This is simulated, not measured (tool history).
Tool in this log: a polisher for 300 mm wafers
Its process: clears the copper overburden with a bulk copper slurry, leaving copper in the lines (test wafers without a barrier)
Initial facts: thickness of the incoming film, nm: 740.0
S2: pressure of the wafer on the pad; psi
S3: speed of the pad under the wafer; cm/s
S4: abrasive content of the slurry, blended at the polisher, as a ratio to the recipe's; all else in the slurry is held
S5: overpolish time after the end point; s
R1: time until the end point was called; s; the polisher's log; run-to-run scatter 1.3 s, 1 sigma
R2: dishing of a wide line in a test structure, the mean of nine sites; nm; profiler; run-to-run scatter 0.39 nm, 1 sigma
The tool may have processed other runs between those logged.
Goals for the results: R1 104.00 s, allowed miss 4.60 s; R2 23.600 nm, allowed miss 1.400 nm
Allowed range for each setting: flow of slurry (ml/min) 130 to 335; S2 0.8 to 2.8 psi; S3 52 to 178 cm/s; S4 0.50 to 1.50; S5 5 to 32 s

run 1 hour=0.0 | flow_of_slurry_(ml/min)=215 S2=1.8 S3=114 S4=1.00 S5=16 | R1=145.31 R2=43.558
run 2 hour=1.3 | flow_of_slurry_(ml/min)=215 S2=1.8 S3=128 S4=1.00 S5=16 | R1=133.81 R2=46.717
run 3 hour=8.7 | flow_of_slurry_(ml/min)=240 S2=1.7 S3=132 S4=1.10 S5=14 | R1=135.60 R2=41.889
run 4 hour=17.1 | flow_of_slurry_(ml/min)=240 S2=1.7 S3=112 S4=1.10 S5=14 | R1=151.59 R2=38.154
run 5 hour=18.4 | flow_of_slurry_(ml/min)=260 S2=1.7 S3=116 S4=1.20 S5=12 | R1=144.73 R2=35.607
run 6 hour=26.1 | flow_of_slurry_(ml/min)=260 S2=1.7 S3=116 S4=1.30 S5=12 | R1=143.48 R2=35.725
run 7 hour=30.4 | flow_of_slurry_(ml/min)=275 S2=1.7 S3=120 S4=1.35 S5=11 | R1=139.42 R2=33.696
run 8 hour=34.0 | flow_of_slurry_(ml/min)=290 S2=1.7 S3=130 S4=1.40 S5=10 | R1=126.50 R2=35.147
run 9 hour=41.4 | flow_of_slurry_(ml/min)=300 S2=1.7 S3=132 S4=1.40 S5=9 | R1=126.85 R2=32.358
run 10 hour=43.4 | flow_of_slurry_(ml/min)=305 S2=1.6 S3=142 S4=1.40 S5=8 | R1=127.62 R2=28.980
run 11 hour=48.8 | flow_of_slurry_(ml/min)=310 S2=1.6 S3=150 S4=1.40 S5=7 | R1=120.47 R2=27.261
run 12 hour=56.4 | flow_of_slurry_(ml/min)=335 S2=1.4 S3=178 S4=1.45 S5=5 | R1=116.18 R2=20.528
run 13 hour=64.5 | flow_of_slurry_(ml/min)=335 S2=1.5 S3=178 S4=1.45 S5=5 | R1=111.81 R2=21.610

Exercise: of the 4 proposed moves below, exactly one satisfies all targets within the stated allowed misses. Which move is it?
run A hour=72.6 | flow_of_slurry_(ml/min)=335 S2=1.5 S3=172 S4=1.30 S5=5 | R1=? R2=?
run B hour=72.6 | flow_of_slurry_(ml/min)=335 S2=1.4 S3=172 S4=1.50 S5=5 | R1=? R2=?
run C hour=72.6 | flow_of_slurry_(ml/min)=335 S2=1.4 S3=178 S4=1.50 S5=5 | R1=? R2=?
run D hour=72.6 | flow_of_slurry_(ml/min)=335 S2=1.8 S3=160 S4=1.30 S5=5 | R1=? R2=?

move=A R1=115.54 R2=20.961
move=B R1=119.97 R2=20.209
move=C R1=116.70 R2=20.692
move=D R1=102.61 R2=23.459
A: misses by more than the last run did
B: misses by more than the last run did
C: misses by more than the last run did
D: every result lands within tolerance
The move that meets every target is D.
